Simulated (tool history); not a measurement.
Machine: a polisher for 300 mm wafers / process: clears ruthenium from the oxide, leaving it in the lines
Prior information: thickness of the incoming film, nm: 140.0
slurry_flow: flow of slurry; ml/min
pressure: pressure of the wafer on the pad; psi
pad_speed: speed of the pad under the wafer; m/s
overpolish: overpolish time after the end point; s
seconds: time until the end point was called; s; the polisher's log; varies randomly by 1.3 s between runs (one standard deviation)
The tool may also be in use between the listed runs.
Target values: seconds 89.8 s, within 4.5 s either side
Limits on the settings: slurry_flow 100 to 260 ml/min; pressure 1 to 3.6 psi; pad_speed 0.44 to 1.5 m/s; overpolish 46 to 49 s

run	hour	slurry_flow	pressure	pad_speed	overpolish	seconds
1	0	165	2.3	0.96	46	117.93
2	2.5	165	2.4	0.96	46	114.78
3	3.7	165	2.5	0.96	46	113.13
4	12.3	165	2.6	0.96	46	111.29
5	20.2	165	2.7	0.98	46	106.14
6	26.5	165	2.7	0.98	49	105.61
7	33.9	165	2.8	0.98	49	102.75
8	40.9	165	2.9	0.98	49	97.771
9	47.9	165	3	0.98	49	94.156

Of the 5 settings listed for the next run, only one would bring every result within its allowed miss of target. Which one?
A	54.9	210	3	1	49	?
B	54.9	170	2.9	0.98	49	?
C	54.9	200	2.7	1	46	?
D	54.9	195	2.5	1.1	49	?
E	54.9	120	3.3	0.74	47	?

move	seconds
A	93
B	99.495
C	102.44
D	103.25
E	110.14
A: each result inside its tolerance
B: further off than the last run
C: further off than the last run
D: further off than the last run
E: further off than the last run
Go with A: it meets all targets.
